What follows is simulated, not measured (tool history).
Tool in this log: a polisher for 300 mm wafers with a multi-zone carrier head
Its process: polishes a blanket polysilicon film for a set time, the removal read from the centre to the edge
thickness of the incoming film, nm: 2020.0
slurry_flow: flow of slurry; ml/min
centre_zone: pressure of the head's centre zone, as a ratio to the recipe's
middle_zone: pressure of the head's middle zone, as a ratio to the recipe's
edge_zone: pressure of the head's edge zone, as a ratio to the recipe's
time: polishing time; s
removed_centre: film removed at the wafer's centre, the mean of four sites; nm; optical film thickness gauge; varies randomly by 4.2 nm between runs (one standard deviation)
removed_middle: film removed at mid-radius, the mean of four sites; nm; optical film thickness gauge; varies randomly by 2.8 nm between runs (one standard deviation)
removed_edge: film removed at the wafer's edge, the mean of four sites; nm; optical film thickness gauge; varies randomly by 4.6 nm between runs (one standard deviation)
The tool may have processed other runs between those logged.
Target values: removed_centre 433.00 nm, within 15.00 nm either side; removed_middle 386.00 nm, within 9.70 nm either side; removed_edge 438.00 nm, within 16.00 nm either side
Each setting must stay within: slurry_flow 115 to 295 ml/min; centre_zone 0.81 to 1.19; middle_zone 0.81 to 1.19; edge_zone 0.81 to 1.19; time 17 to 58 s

| run | hour | slurry_flow | centre_zone | middle_zone | edge_zone | time | removed_centre | removed_middle | removed_edge |
|---|---|---|---|---|---|---|---|---|---|
| 1 | 0.0 | 190 | 1.00 | 1.00 | 1.00 | 37 | 319.42 | 315.63 | 328.78 |
| 2 | 3.6 | 190 | 0.96 | 1.00 | 1.00 | 37 | 311.56 | 316.15 | 326.91 |
| 3 | 8.3 | 190 | 0.96 | 0.97 | 1.00 | 37 | 310.70 | 308.80 | 328.64 |
| 4 | 14.1 | 200 | 0.99 | 0.97 | 1.03 | 38 | 332.85 | 320.96 | 341.75 |
| 5 | 18.7 | 195 | 1.00 | 0.96 | 1.05 | 40 | 352.48 | 332.76 | 365.45 |
| 6 | 20.9 | 195 | 1.00 | 0.96 | 1.12 | 40 | 355.53 | 337.01 | 379.41 |
| 7 | 22.7 | 200 | 1.01 | 0.96 | 1.13 | 41 | 359.93 | 344.73 | 392.18 |
| 8 | 23.3 | 205 | 1.03 | 0.97 | 1.14 | 42 | 385.98 | 357.56 | 402.78 |
| 9 | 31.2 | 210 | 1.04 | 0.97 | 1.15 | 42 | 379.09 | 361.69 | 403.28 |
|  | 32.7 | slurry nozzle cleaned |
| 10 | 32.7 | 210 | 1.04 | 0.97 | 1.15 | 42 | 396.62 | 370.34 | 412.42 |
| 11 | 40.0 | 215 | 1.05 | 0.96 | 1.16 | 42 | 405.59 | 366.31 | 420.43 |
| 12 | 43.9 | 220 | 1.05 | 0.96 | 1.16 | 42 | 410.13 | 366.12 | 415.57 |

Which single option among these 4 for the next run brings every result within its allowed miss of target? Just one does.
| A | 47.8 | 190 | 1.04 | 0.91 | 1.19 | 46 | ? | ? | ? |
| B | 47.8 | 205 | 1.03 | 1.00 | 1.19 | 43 | ? | ? | ? |
| C | 47.8 | 220 | 1.07 | 0.95 | 1.15 | 44 | ? | ? | ? |
| D | 47.8 | 230 | 1.00 | 0.91 | 1.16 | 43 | ? | ? | ? |

| move | removed_centre | removed_middle | removed_edge |
|---|---|---|---|
| A | 438.61 | 390.87 | 464.47 |
| B | 410.51 | 392.06 | 436.81 |
| C | 440.42 | 391.17 | 442.05 |
| D | 404.22 | 373.89 | 435.77 |
A: brings the result that was furthest off to its target, and leaves another outside
B: brings the result that was furthest off to its target, and leaves another outside
C: all results land within tolerance of their targets
D: moves toward the targets from the last run without getting all of them in spec
Correct choice: C, which meets every target

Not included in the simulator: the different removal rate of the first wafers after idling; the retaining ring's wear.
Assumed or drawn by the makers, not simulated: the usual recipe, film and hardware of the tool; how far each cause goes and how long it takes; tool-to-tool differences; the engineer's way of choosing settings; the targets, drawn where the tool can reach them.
